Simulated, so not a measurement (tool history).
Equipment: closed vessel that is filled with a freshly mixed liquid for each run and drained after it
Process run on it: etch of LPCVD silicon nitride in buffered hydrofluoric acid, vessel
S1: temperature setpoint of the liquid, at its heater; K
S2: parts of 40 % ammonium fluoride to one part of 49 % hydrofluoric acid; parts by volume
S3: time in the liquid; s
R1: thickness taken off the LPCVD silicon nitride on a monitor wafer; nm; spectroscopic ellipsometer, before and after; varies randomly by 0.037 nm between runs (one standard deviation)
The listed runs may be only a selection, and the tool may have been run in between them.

run 1 hour=0 | S1=294.15 S2=16 S3=880 | R1=6.5053
run 2 hour=7.9 | S1=296.65 S2=16 S3=880 | R1=7.4078
run 3 hour=15.4 | S1=295.15 S2=16 S3=880 | R1=6.8839
run 4 hour=18.1 | S1=295.15 S2=16 S3=880 | R1=6.7578
run 5 hour=20.8 | S1=297.15 S2=16 S3=880 | R1=7.7052
run 6 hour=25.7 | S1=297.15 S2=16 S3=880 | R1=7.5684
run 7 hour=32.6 | S1=295.65 S2=16 S3=880 | R1=7.019

Run 8 is up next; what results do you expect?
run 8 hour=40.5 | S1=294.65 S2=16 S3=880 | R1=?

R1: 6.6852 nm
